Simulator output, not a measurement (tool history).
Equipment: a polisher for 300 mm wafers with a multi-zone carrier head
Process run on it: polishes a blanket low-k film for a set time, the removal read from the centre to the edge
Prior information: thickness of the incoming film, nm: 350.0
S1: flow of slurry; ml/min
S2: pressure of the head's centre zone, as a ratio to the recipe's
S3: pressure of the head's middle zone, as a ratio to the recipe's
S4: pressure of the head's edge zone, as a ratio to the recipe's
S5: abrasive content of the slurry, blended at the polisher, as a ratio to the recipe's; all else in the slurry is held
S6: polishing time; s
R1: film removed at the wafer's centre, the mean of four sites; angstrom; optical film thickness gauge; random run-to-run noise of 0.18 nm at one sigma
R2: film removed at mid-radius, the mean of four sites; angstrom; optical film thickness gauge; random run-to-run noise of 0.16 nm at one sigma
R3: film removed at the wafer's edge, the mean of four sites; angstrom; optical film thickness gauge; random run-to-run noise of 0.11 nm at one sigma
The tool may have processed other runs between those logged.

run,hour,S1,S2,S3,S4,S5,S6,R1,R2,R3
1,0,185,1,1,1,1,35,97.882,97.7,95.406
2,1.4,185,0.96,1,1,1,35,94.536,98.888,95.547
3,4.9,185,0.96,1,1,0.85,35,85.753,87.321,87.586
4,6.8,185,0.96,0.99,1.02,0.9,35,88.592,89.636,91.798
# hour 9.6: slurry nozzle cleaned
5,9.6,185,0.96,0.99,1.08,0.9,35,93.134,93.933,95.114
6,16.2,185,0.96,0.94,1.08,0.9,35,93.332,90.863,97.175
7,17.9,190,0.95,0.93,1.09,0.95,35,94.102,91.863,100.12
8,23.5,215,0.94,1.03,1.18,1.2,39,117.08,125,130.9
9,26.6,230,0.94,1.02,1.19,1.35,39,127.49,132.92,139.53
10,31.7,230,0.91,1.01,1.19,1.45,39,126.85,136.22,143.89

Expected results for the next run?
11,37.7,240,0.9,1,1.19,1.5,39,?,?,?

{"run 11": {"R1": 126.79, "R2": 134.95, "R3": 145.08}}
